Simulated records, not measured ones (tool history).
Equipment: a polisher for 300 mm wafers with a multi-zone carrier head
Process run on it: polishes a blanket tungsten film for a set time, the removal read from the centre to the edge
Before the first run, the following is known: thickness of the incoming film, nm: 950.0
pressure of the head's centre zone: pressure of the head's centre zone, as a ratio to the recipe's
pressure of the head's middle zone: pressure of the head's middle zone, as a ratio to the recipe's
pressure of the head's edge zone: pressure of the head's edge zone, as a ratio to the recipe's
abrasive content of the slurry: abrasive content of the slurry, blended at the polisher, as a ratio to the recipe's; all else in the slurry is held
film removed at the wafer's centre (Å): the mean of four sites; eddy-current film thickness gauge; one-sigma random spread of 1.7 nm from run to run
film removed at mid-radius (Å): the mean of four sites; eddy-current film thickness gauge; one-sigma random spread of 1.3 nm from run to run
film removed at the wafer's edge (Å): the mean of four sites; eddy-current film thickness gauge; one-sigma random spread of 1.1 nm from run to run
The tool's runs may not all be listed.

run    day  flow of slurry (ml/min)  pressure of the head's centre zone  pressure of the head's middle zone  pressure of the head's edge zone  abrasive content of the slurry  polishing time (s)  film removed at the wafer's centre (Å)  film removed at mid-radius (Å)  film removed at the wafer's edge (Å)
  1      0                      275                                   1                                   1                                 1                               1                  36                                  2721.6                            2732                                2701.6
  2  0.371                      235                                   1                                   1                                 1                               1                  36                                  2737.8                            2671                                2667.4
  3  0.562                      235                                   1                                0.93                                 1                               1                  36                                  2694.1                          2536.5                                2660.3
  4  0.592                      235                                1.08                                0.93                                 1                               1                  36                                  2924.9                          2498.6                                2655.5
  5  0.688                      175                                1.08                                0.93                                 1                               1                  36                                  2853.8                          2465.3                                2619.4
  6  0.879                      175                                1.03                                0.94                              0.97                             0.9                  32                                  2327.6                          2159.3                                2234.4
  7   1.25                      185                                0.93                                0.98                              0.87                            0.65                  22                                  1373.5                          1431.7                                1398.1
  8  1.308                      190                                0.92                                0.99                              0.88                            0.65                  22                                  1395.3                          1448.8                                  1402

For run 9, what comes out?
  9  1.471                      190                                0.84                                1.04                              0.93                             0.7                  22                                       ?                               ?                                     ?

Logged for run 9: film removed at the wafer's centre (Å) 1267.3, film removed at mid-radius (Å) 1545, film removed at the wafer's edge (Å) 1443.7.
